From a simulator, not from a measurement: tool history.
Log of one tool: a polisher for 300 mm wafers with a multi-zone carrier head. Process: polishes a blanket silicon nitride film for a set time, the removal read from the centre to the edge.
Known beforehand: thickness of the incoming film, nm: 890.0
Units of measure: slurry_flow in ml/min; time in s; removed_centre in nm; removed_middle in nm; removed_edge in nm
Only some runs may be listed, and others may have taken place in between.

{"run": 1, "hour": 0.0, "slurry_flow": 315, "centre_zone": 1, "middle_zone": 1, "edge_zone": 1, "time": 52, "removed_centre": 84.236, "removed_middle": 86.137, "removed_edge": 83.11}
{"run": 2, "hour": 6.2, "slurry_flow": 315, "centre_zone": 1, "middle_zone": 1.04, "edge_zone": 1, "time": 52, "removed_centre": 85.549, "removed_middle": 89.977, "removed_edge": 82.815}
{"run": 3, "hour": 13.0, "slurry_flow": 315, "centre_zone": 1, "middle_zone": 1, "edge_zone": 1, "time": 52, "removed_centre": 84.991, "removed_middle": 86.936, "removed_edge": 84.109}
{"run": 4, "hour": 18.4, "slurry_flow": 315, "centre_zone": 1.06, "middle_zone": 1, "edge_zone": 1, "time": 52, "removed_centre": 87.243, "removed_middle": 85.67, "removed_edge": 83.194}
{"run": 5, "hour": 24.3, "slurry_flow": 315, "centre_zone": 1.06, "middle_zone": 0.99, "edge_zone": 1.03, "time": 53, "removed_centre": 93.211, "removed_middle": 88.417, "removed_edge": 87.509}
{"run": 6, "hour": 30.2, "slurry_flow": 275, "centre_zone": 1.06, "middle_zone": 0.99, "edge_zone": 1.03, "time": 53, "removed_centre": 90.239, "removed_middle": 86.168, "removed_edge": 85.825}
{"hour": 36.5, "done": "slurry nozzle cleaned"}
{"run": 7, "hour": 36.5, "slurry_flow": 285, "centre_zone": 1.05, "middle_zone": 0.99, "edge_zone": 1.06, "time": 53, "removed_centre": 93.109, "removed_middle": 88.534, "removed_edge": 86.112}
{"run": 8, "hour": 44.1, "slurry_flow": 285, "centre_zone": 1.05, "middle_zone": 0.99, "edge_zone": 1.06, "time": 53, "removed_centre": 89.402, "removed_middle": 88.504, "removed_edge": 87.872}
{"run": 9, "hour": 53.1, "slurry_flow": 295, "centre_zone": 1.06, "middle_zone": 0.98, "edge_zone": 1.08, "time": 53, "removed_centre": 95.12, "removed_middle": 87.511, "removed_edge": 89.587}
{"run": 10, "hour": 58.9, "slurry_flow": 305, "centre_zone": 1.04, "middle_zone": 0.98, "edge_zone": 1.1, "time": 53, "removed_centre": 94.408, "removed_middle": 87.753, "removed_edge": 90.888}

Run 11, settings as shown, results not yet in. Your forecast:
{"run": 11, "hour": 63.0, "slurry_flow": 315, "centre_zone": 1.02, "middle_zone": 0.98, "edge_zone": 1.12, "time": 53, "removed_centre": "?", "removed_middle": "?", "removed_edge": "?"}

removed_centre: 91.352 nm
removed_middle: 90.117 nm
removed_edge: 91.553 nm
